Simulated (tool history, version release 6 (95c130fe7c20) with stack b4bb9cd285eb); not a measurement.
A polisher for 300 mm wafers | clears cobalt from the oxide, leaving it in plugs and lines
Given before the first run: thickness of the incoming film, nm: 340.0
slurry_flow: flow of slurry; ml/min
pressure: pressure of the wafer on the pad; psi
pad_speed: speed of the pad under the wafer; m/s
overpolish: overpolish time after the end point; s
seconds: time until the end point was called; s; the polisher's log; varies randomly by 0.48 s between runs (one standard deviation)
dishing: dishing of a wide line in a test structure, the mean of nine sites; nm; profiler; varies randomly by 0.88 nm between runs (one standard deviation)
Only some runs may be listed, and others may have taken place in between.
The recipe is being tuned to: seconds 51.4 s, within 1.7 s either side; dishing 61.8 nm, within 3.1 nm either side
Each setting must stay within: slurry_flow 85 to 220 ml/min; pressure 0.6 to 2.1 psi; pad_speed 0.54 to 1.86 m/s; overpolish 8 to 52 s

run,day,slurry_flow,pressure,pad_speed,overpolish,seconds,dishing
1,0,140,1.3,1.18,26,85.185,61.68
2,0.308,140,1.3,1.18,22,84.426,56.092
3,0.454,140,1.3,1.18,29,85.569,65.866
4,0.538,140,1.6,1.18,29,74.254,71.61
5,0.567,140,1.6,1.04,29,82.992,65.853
6,0.917,145,1.7,1.06,27,77.234,64.44
7,1.125,150,1.8,1.1,25,69.119,66.647
8,1.379,155,1.8,1.12,23,69.634,64.677
# day 1.75: slurry nozzle cleaned
9,1.75,155,1.8,1.14,21,64.225,63.847
10,2.017,160,1.8,1.14,20,63.378,62.262
11,2.283,195,2,1.14,14,57.791,54.635
12,2.396,195,2,1.16,14,56.496,52.428
13,2.429,190,2,1.16,14,56.366,53.181
14,2.475,190,2,1.16,15,56.667,55.329
15,2.7,185,2,1.16,15,57.277,56.82
16,3.062,185,2,1.18,15,56.393,56.163

Exactly one of the 4 candidate moves below puts every result within its allowed miss. Which one?
A,3.425,190,2.1,1.22,14,?,?
B,3.425,155,2,1.06,18,?,?
C,3.425,190,2.1,1.24,16,?,?
D,3.425,185,2.1,1.36,15,?,?

move,seconds,dishing
A,52.073,57.146
B,63.761,59.031
C,51.257,62.779
D,47.015,63.582
A: puts the biggest miss on target and leaves a different result outside tolerance
B: its largest miss is bigger than the last run's
C: in spec on every target
D: pushes the last run's worst result past its target
The right move is C.
